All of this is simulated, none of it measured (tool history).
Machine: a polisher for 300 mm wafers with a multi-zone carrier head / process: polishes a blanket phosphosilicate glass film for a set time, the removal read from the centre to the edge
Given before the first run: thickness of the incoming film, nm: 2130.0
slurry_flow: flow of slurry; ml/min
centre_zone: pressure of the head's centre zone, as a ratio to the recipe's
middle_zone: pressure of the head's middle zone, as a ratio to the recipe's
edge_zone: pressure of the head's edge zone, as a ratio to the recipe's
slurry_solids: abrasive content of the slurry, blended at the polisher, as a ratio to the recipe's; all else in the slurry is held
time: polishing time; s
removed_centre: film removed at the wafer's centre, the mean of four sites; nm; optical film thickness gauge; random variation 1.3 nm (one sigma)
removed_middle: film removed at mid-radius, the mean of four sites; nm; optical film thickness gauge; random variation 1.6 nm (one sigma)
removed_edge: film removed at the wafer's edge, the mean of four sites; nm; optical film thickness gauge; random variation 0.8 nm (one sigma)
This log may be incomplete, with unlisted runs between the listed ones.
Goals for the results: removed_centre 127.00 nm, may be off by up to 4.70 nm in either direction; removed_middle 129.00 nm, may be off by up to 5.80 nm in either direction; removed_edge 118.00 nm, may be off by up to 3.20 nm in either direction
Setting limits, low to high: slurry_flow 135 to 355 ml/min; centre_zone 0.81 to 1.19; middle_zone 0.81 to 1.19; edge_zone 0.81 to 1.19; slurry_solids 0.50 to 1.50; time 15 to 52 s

Run 1, hour 0.0: slurry_flow 225 ml/min, centre_zone 1.00, middle_zone 1.00, edge_zone 1.00, slurry_solids 1.00, time 33 s. Result: removed_centre 243.14 nm, removed_middle 240.67 nm, removed_edge 233.14 nm.
Run 2, hour 7.8: slurry_flow 220 ml/min, centre_zone 0.99, middle_zone 1.00, edge_zone 0.97, slurry_solids 0.90, time 30 s. Result: removed_centre 205.67 nm, removed_middle 208.56 nm, removed_edge 198.84 nm.
Run 3, hour 14.5: slurry_flow 220 ml/min, centre_zone 0.99, middle_zone 1.00, edge_zone 0.97, slurry_solids 0.80, time 30 s. Result: removed_centre 197.74 nm, removed_middle 201.62 nm, removed_edge 190.16 nm.
Run 4, hour 23.2: slurry_flow 220 ml/min, centre_zone 0.99, middle_zone 0.99, edge_zone 0.94, slurry_solids 0.75, time 28 s. Result: removed_centre 180.11 nm, removed_middle 177.63 nm, removed_edge 171.06 nm.
Run 5, hour 29.7: slurry_flow 220 ml/min, centre_zone 0.99, middle_zone 0.99, edge_zone 0.97, slurry_solids 0.75, time 28 s. Result: removed_centre 178.41 nm, removed_middle 178.35 nm, removed_edge 173.81 nm.
Run 6, hour 35.0: slurry_flow 220 ml/min, centre_zone 1.02, middle_zone 0.99, edge_zone 0.97, slurry_solids 0.75, time 28 s. Result: removed_centre 181.77 nm, removed_middle 181.29 nm, removed_edge 170.80 nm.
Run 7, hour 43.7: slurry_flow 210 ml/min, centre_zone 1.02, middle_zone 0.99, edge_zone 0.95, slurry_solids 0.70, time 27 s. Result: removed_centre 169.75 nm, removed_middle 170.19 nm, removed_edge 159.88 nm.
Run 8, hour 47.3: slurry_flow 200 ml/min, centre_zone 1.02, middle_zone 0.99, edge_zone 0.93, slurry_solids 0.65, time 26 s. Result: removed_centre 159.11 nm, removed_middle 154.51 nm, removed_edge 148.05 nm.
Run 9, hour 53.1: slurry_flow 195 ml/min, centre_zone 1.01, middle_zone 1.00, edge_zone 0.91, slurry_solids 0.60, time 25 s. Result: removed_centre 145.48 nm, removed_middle 144.62 nm, removed_edge 134.08 nm.
Run 10, hour 59.2: slurry_flow 185 ml/min, centre_zone 1.00, middle_zone 1.00, edge_zone 0.89, slurry_solids 0.60, time 25 s. Result: removed_centre 143.43 nm, removed_middle 141.51 nm, removed_edge 133.89 nm.
Run 11, hour 64.9: slurry_flow 205 ml/min, centre_zone 0.99, middle_zone 1.03, edge_zone 0.86, slurry_solids 0.50, time 22 s. Result: removed_centre 117.10 nm, removed_middle 121.97 nm, removed_edge 106.27 nm.
Run 12, hour 70.0: slurry_flow 205 ml/min, centre_zone 1.00, middle_zone 1.03, edge_zone 0.88, slurry_solids 0.50, time 22 s. Result: removed_centre 117.20 nm, removed_middle 119.40 nm, removed_edge 107.14 nm.
Run 13, hour 70.5: slurry_flow 205 ml/min, centre_zone 1.00, middle_zone 1.03, edge_zone 0.90, slurry_solids 0.50, time 22 s. Result: removed_centre 114.59 nm, removed_middle 121.77 nm, removed_edge 109.80 nm.
Run 14, hour 72.0: slurry_flow 210 ml/min, centre_zone 1.01, middle_zone 1.03, edge_zone 0.91, slurry_solids 0.50, time 22 s. Result: removed_centre 117.79 nm, removed_middle 118.44 nm, removed_edge 109.85 nm.

Below are 4 possible settings for the next run. Only one of them brings all results inside the allowed miss of their targets. Which is it?
Run A, hour 73.5: slurry_flow 215 ml/min, centre_zone 1.08, middle_zone 0.88, edge_zone 1.17, slurry_solids 0.50, time 22 s. Result: removed_centre ?, removed_middle ?, removed_edge ?.
Run B, hour 73.5: slurry_flow 245 ml/min, centre_zone 0.89, middle_zone 1.08, edge_zone 0.93, slurry_solids 0.65, time 19 s. Result: removed_centre ?, removed_middle ?, removed_edge ?.
Run C, hour 73.5: slurry_flow 270 ml/min, centre_zone 0.95, middle_zone 0.98, edge_zone 0.83, slurry_solids 0.60, time 22 s. Result: removed_centre ?, removed_middle ?, removed_edge ?.
Run D, hour 73.5: slurry_flow 225 ml/min, centre_zone 1.04, middle_zone 1.01, edge_zone 0.91, slurry_solids 0.50, time 20 s. Result: removed_centre ?, removed_middle ?, removed_edge ?.

move  removed_centre  removed_middle  removed_edge
   A          123.83          106.11        120.62
   B          108.56          122.63        109.17
   C          127.97          128.78        118.65
   D          110.66          107.55        100.41
A: brings the result that was furthest off to its target, and leaves another outside
B: misses by more than the last run did
C: hits every target within its allowed miss
D: misses by more than the last run did
Move C is the one to make.
